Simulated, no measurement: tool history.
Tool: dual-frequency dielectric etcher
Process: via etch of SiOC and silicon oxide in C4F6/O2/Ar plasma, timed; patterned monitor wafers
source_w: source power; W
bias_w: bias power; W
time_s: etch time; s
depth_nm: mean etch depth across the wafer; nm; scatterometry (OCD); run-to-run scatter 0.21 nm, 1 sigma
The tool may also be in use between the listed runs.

Run 1, day 0.000: source_w 370 W, bias_w 193 W, time_s 40 s. Result: depth_nm 46.643 nm.
Run 2, day 0.054: source_w 350 W, bias_w 186 W, time_s 40 s. Result: depth_nm 44.955 nm.
Run 3, day 0.254: source_w 350 W, bias_w 220 W, time_s 40 s. Result: depth_nm 47.291 nm.
Run 4, day 0.333: source_w 350 W, bias_w 251 W, time_s 40 s. Result: depth_nm 49.296 nm.
At day 0.450: wet clean of the chamber.
Run 5, day 0.450: source_w 350 W, bias_w 270 W, time_s 40 s. Result: depth_nm 48.062 nm.
Run 6, day 0.617: source_w 410 W, bias_w 270 W, time_s 40 s. Result: depth_nm 50.800 nm.
Run 7, day 0.938: source_w 340 W, bias_w 232 W, time_s 38 s. Result: depth_nm 42.765 nm.

Forecast run 8:
Run 8, day 1.162: source_w 330 W, bias_w 231 W, time_s 38 s. Result: depth_nm ?.

Run 8 came out at depth_nm 42.496 nm.
